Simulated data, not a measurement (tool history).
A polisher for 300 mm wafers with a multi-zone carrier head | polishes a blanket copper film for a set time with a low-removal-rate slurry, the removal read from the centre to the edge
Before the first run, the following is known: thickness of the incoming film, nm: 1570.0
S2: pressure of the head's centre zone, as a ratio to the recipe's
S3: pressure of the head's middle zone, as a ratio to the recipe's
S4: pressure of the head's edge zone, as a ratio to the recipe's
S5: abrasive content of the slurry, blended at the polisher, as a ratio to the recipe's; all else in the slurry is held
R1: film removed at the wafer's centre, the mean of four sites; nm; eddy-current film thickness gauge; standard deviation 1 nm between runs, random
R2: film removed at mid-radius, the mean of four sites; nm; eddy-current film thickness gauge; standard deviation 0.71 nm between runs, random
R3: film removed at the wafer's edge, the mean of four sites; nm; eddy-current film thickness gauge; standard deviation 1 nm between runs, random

Run 1, hour 0: flow of slurry (ml/min) 250, S2 1, S3 1, S4 1, S5 1, polishing time (s) 59. Result: R1 156.66 nm, R2 153.94 nm, R3 159.49 nm.
Run 2, hour 8.4: flow of slurry (ml/min) 245, S2 0.99, S3 0.96, S4 0.97, S5 0.85, polishing time (s) 51. Result: R1 127.42 nm, R2 124.27 nm, R3 128.33 nm.
Run 3, hour 11.2: flow of slurry (ml/min) 245, S2 1.03, S3 0.96, S4 0.97, S5 0.85, polishing time (s) 51. Result: R1 134.02 nm, R2 124.06 nm, R3 128.85 nm.
Run 4, hour 15.5: flow of slurry (ml/min) 245, S2 0.98, S3 0.96, S4 0.97, S5 0.85, polishing time (s) 51. Result: R1 125.38 nm, R2 122.54 nm, R3 129.45 nm.
Run 5, hour 16: flow of slurry (ml/min) 245, S2 0.98, S3 0.96, S4 0.97, S5 0.85, polishing time (s) 36. Result: R1 89.235 nm, R2 86.491 nm, R3 90.311 nm.
Run 6, hour 18.1: flow of slurry (ml/min) 245, S2 0.98, S3 0.96, S4 1.02, S5 0.85, polishing time (s) 36. Result: R1 89.413 nm, R2 86.295 nm, R3 93.921 nm.

The next listed run, before its measurement:
Run 7, hour 19.6: flow of slurry (ml/min) 240, S2 0.98, S3 0.93, S4 1, S5 0.8, polishing time (s) 36. Result: R1 ?, R2 ?, R3 ?.

Run 7 measured R1 88.877 nm, R2 82.592 nm, R3 89.687 nm.
